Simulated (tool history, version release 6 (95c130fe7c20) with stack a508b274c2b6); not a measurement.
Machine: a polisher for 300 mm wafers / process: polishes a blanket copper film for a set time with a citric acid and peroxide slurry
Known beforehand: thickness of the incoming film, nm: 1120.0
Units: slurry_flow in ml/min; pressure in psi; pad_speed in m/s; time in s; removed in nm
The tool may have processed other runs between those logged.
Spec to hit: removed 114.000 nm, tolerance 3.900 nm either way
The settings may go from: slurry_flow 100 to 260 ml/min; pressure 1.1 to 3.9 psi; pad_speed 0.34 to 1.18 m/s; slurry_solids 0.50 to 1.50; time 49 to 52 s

run,hour,slurry_flow,pressure,pad_speed,slurry_solids,time,removed
1,0.0,165,2.5,0.76,1.00,49,79.558
2,8.8,185,2.5,0.76,1.00,49,82.466
3,13.7,190,2.6,0.76,1.00,49,84.543
4,21.2,190,2.7,0.76,1.00,49,88.797
5,22.6,190,2.1,0.76,1.00,49,69.061
6,27.8,190,2.1,0.76,1.20,49,71.881
7,36.4,210,2.8,0.78,1.20,49,98.224
8,38.1,210,2.9,0.78,1.20,49,103.500

Exactly one of the 5 candidate moves below puts every result within its allowed miss. Which one?
A,39.8,205,3.0,0.84,1.15,50,?
B,39.8,195,2.8,0.76,1.20,49,?
C,39.8,210,2.9,0.82,1.10,50,?
D,39.8,215,3.1,0.66,1.15,49,?
E,39.8,225,2.4,0.76,1.30,49,?

move,removed
A,111.550
B,94.257
C,104.890
D,92.539
E,84.302
A: in spec on every target
B: moves away from the targets compared with the last run
C: nearer than the last run, and not there yet
D: moves away from the targets compared with the last run
E: moves away from the targets compared with the last run
Answer: A
